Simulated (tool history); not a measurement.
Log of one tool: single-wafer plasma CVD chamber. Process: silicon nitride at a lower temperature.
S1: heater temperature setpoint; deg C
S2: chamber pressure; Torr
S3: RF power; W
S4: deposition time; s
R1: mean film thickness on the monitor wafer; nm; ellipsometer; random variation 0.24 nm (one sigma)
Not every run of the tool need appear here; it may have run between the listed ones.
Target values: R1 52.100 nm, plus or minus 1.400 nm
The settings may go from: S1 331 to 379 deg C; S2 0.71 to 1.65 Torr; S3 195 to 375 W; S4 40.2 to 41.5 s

| run | hour | S1 | S2 | S3 | S4 | R1 |
|---|---|---|---|---|---|---|
| 1 | 0.0 | 355 | 1.18 | 285 | 40.2 | 45.015 |
| 2 | 0.5 | 364 | 1.18 | 285 | 40.2 | 44.750 |
| 3 | 7.2 | 364 | 1.30 | 285 | 40.2 | 46.783 |
| 4 | 12.9 | 364 | 1.33 | 285 | 40.2 | 47.139 |
| 5 | 18.6 | 364 | 1.36 | 285 | 40.2 | 47.556 |
| 6 | 25.2 | 364 | 1.38 | 285 | 40.2 | 48.265 |
| 7 | 27.1 | 364 | 1.40 | 285 | 40.2 | 48.309 |
| 8 | 34.6 | 364 | 1.42 | 285 | 40.2 | 48.821 |
| 9 | 41.9 | 364 | 1.44 | 285 | 40.2 | 48.928 |

Next run, 5 choices. One meets every target within its allowed miss, the rest don't. Which?
| A | 49.2 | 362 | 1.37 | 265 | 40.3 | ? |
| B | 49.2 | 367 | 1.49 | 275 | 40.2 | ? |
| C | 49.2 | 366 | 1.19 | 275 | 40.2 | ? |
| D | 49.2 | 360 | 1.52 | 285 | 41.5 | ? |
| E | 49.2 | 363 | 1.59 | 245 | 40.2 | ? |

| move | R1 |
|---|---|
| A | 45.777 |
| B | 48.258 |
| C | 44.074 |
| D | 51.539 |
| E | 45.766 |
A: its largest miss is bigger than the last run's
B: its largest miss is bigger than the last run's
C: its largest miss is bigger than the last run's
D: meets every target
E: its largest miss is bigger than the last run's
So the answer is move D, the one that meets all the targets.
